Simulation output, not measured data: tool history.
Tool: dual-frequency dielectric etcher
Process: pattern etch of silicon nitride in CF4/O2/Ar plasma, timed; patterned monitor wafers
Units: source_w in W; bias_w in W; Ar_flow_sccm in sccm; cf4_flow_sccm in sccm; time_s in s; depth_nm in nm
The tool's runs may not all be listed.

Run 1, hour 0: source_w 700 W, bias_w 53 W, Ar_flow_sccm 123 sccm, cf4_flow_sccm 71 sccm, time_s 261 s. Result: depth_nm 612.47 nm.
Run 2, hour 3.1: source_w 810 W, bias_w 53 W, Ar_flow_sccm 123 sccm, cf4_flow_sccm 71 sccm, time_s 261 s. Result: depth_nm 700.96 nm.
Run 3, hour 10: source_w 810 W, bias_w 53 W, Ar_flow_sccm 123 sccm, cf4_flow_sccm 79 sccm, time_s 261 s. Result: depth_nm 707.87 nm.
Run 4, hour 15.7: source_w 750 W, bias_w 53 W, Ar_flow_sccm 123 sccm, cf4_flow_sccm 79 sccm, time_s 261 s. Result: depth_nm 661.5 nm.
Run 5, hour 17.2: source_w 700 W, bias_w 53 W, Ar_flow_sccm 123 sccm, cf4_flow_sccm 79 sccm, time_s 261 s. Result: depth_nm 620.09 nm.
Run 6, hour 21.9: source_w 800 W, bias_w 53 W, Ar_flow_sccm 123 sccm, cf4_flow_sccm 79 sccm, time_s 261 s. Result: depth_nm 701.43 nm.
Run 7, hour 27: source_w 740 W, bias_w 53 W, Ar_flow_sccm 123 sccm, cf4_flow_sccm 79 sccm, time_s 261 s. Result: depth_nm 652.96 nm.
Run 8, hour 28.5: source_w 690 W, bias_w 53 W, Ar_flow_sccm 123 sccm, cf4_flow_sccm 79 sccm, time_s 261 s. Result: depth_nm 610.47 nm.
Run 9, hour 32.3: source_w 650 W, bias_w 53 W, Ar_flow_sccm 123 sccm, cf4_flow_sccm 79 sccm, time_s 261 s. Result: depth_nm 579.33 nm.

Run 10 comes next. What will it give?
Run 10, hour 39.1: source_w 620 W, bias_w 53 W, Ar_flow_sccm 123 sccm, cf4_flow_sccm 79 sccm, time_s 261 s. Result: depth_nm ?.

{"run 10": {"depth_nm": 554.66}}
